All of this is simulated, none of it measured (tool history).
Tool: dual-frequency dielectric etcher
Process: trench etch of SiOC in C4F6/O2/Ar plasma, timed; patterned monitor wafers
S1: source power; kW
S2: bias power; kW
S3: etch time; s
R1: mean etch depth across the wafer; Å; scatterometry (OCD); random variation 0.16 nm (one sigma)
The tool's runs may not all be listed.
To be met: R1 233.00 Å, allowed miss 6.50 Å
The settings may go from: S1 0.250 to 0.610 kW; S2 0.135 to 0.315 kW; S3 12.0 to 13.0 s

run,hour,S1,S2,S3,R1
1,0.0,0.430,0.225,13.0,312.87
2,4.5,0.400,0.208,13.0,293.18
3,9.8,0.400,0.231,13.0,302.16
4,15.0,0.370,0.220,13.0,293.43
5,17.6,0.370,0.220,13.0,291.62
6,20.9,0.350,0.207,13.0,277.23
7,25.3,0.330,0.199,13.0,266.69
8,29.8,0.260,0.163,12.5,213.85

Which of these 5 next moves meets every target?
A,34.3,0.310,0.196,12.5,?
B,34.3,0.260,0.181,13.0,?
C,34.3,0.260,0.135,12.0,?
D,34.3,0.260,0.153,13.0,?
E,34.3,0.250,0.141,12.0,?

move,R1
A,251.76
B,236.37
C,196.28
D,222.38
E,196.03
A: takes the result that was furthest off past its target
B: meets every target
C: further off than the last run
D: nearer than the last run, and not there yet
E: further off than the last run
Answer: B
